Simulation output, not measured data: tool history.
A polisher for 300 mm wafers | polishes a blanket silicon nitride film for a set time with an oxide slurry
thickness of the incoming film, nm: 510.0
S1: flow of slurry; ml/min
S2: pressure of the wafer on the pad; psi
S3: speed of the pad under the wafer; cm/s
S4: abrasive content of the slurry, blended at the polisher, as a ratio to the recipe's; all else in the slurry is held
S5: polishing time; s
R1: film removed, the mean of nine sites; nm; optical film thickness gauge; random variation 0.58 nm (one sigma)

run	hour	S1	S2	S3	S4	S5	R1
1	0.0	305	2.8	142	1.00	37	17.364
2	2.5	305	3.3	156	1.00	37	22.107
3	6.0	250	3.3	156	1.00	37	21.330
4	11.0	250	3.3	156	1.00	33	19.180
5	15.6	275	3.7	170	1.00	33	23.012
6	23.8	275	3.7	170	1.10	33	23.880
7	30.2	275	4.4	210	1.15	34	35.516

The next listed run, before its measurement:
8	35.0	275	4.4	222	1.25	36	?

Run 8 gave R1 41.012 nm.
